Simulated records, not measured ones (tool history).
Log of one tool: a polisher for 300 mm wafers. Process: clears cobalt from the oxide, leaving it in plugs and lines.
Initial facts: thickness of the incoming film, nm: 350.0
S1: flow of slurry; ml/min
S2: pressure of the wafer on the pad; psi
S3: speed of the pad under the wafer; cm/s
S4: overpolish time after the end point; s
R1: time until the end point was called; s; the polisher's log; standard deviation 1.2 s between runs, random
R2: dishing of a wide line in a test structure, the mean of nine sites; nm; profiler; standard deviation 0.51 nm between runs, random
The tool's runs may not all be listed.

run,hour,S1,S2,S3,S4,R1,R2
1,0,170,2.2,78,12,91.177,33.208
2,2.5,135,2.2,78,12,95.995,33.226
3,10.4,180,2.2,78,12,90.094,33.894
4,14.4,180,2.4,78,12,82.963,34.959
5,15.3,180,2.5,78,12,78.408,36.208
6,21.7,180,2.5,62,12,99.974,31.908
7,23.3,185,2.6,62,12,96.55,31.996

What does the tool deliver on the next run?
8,24.6,185,2.6,62,12,?,?

Run 8 yielded R1 94.789 s, R2 32.772 nm.

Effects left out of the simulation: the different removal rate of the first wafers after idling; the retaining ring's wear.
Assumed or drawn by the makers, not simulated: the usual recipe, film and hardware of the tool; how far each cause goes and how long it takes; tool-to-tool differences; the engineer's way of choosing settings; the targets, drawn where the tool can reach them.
